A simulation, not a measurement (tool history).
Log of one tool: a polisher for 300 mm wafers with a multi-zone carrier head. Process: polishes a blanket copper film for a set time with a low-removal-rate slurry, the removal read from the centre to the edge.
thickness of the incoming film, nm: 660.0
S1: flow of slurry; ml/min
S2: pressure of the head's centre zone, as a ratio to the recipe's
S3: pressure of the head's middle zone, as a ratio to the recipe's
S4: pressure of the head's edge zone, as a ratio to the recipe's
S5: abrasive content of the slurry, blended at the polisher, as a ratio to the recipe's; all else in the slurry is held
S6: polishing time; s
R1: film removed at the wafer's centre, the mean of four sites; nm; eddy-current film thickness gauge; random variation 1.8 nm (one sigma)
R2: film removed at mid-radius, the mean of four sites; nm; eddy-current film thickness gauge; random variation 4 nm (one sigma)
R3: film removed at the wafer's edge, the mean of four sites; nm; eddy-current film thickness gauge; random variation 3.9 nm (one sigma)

| run | hour | S1 | S2 | S3 | S4 | S5 | S6 | R1 | R2 | R3 |
|---|---|---|---|---|---|---|---|---|---|---|
| 1 | 0.0 | 265 | 1.00 | 1.00 | 1.00 | 1.00 | 78 | 239.27 | 237.89 | 234.24 |
| 2 | 1.2 | 270 | 0.99 | 1.00 | 1.03 | 1.10 | 78 | 240.52 | 240.62 | 245.70 |
| 3 | 4.5 | 320 | 0.99 | 1.00 | 1.03 | 1.10 | 78 | 242.77 | 250.08 | 239.51 |
| 4 | 9.2 | 320 | 0.99 | 1.00 | 1.03 | 1.10 | 64 | 197.62 | 201.20 | 205.29 |
| 5 | 10.6 | 310 | 0.99 | 1.01 | 1.06 | 1.15 | 67 | 211.04 | 207.98 | 216.95 |
| 6 | 19.0 | 305 | 0.97 | 1.02 | 1.07 | 1.20 | 70 | 215.05 | 225.07 | 226.77 |
| 7 | 21.9 | 295 | 0.96 | 1.02 | 1.09 | 1.25 | 72 | 221.12 | 235.31 | 233.48 |

The next listed run, before its measurement:
| 8 | 27.8 | 280 | 0.95 | 1.00 | 1.11 | 1.30 | 75 | ? | ? | ? |

{"run 8": {"R1": 225.87, "R2": 243.06, "R3": 251.67}}
